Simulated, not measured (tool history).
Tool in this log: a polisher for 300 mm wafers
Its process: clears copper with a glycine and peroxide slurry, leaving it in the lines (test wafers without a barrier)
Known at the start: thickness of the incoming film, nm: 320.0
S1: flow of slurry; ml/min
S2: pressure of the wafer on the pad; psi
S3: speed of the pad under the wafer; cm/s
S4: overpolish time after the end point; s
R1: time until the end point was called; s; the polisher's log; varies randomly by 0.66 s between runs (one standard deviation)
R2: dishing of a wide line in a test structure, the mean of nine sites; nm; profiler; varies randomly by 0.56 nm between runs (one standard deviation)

run,day,S1,S2,S3,S4,R1,R2
1,0,195,2.2,84,14,69.7,38.435
2,0.225,195,2.4,84,14,67.004,40.444
3,0.567,175,2.4,84,14,66.36,39.952
4,0.912,175,2.4,72,14,72.644,37.325
5,1.167,175,2.4,62,14,79.603,35.498
6,1.229,175,2.6,66,14,71.624,37.69
7,1.579,175,2.8,70,14,66.565,40.389
8,1.846,175,2.9,74,14,62.911,42.152
9,2.108,175,3,78,14,59.002,44.403
10,2.146,175,3.1,80,14,56.594,44.701

Run 11 comes next. What will it give?
11,2.175,175,3.2,82,14,?,?

For run 11 the tool returned R1 53.632 s, R2 46.167 nm.
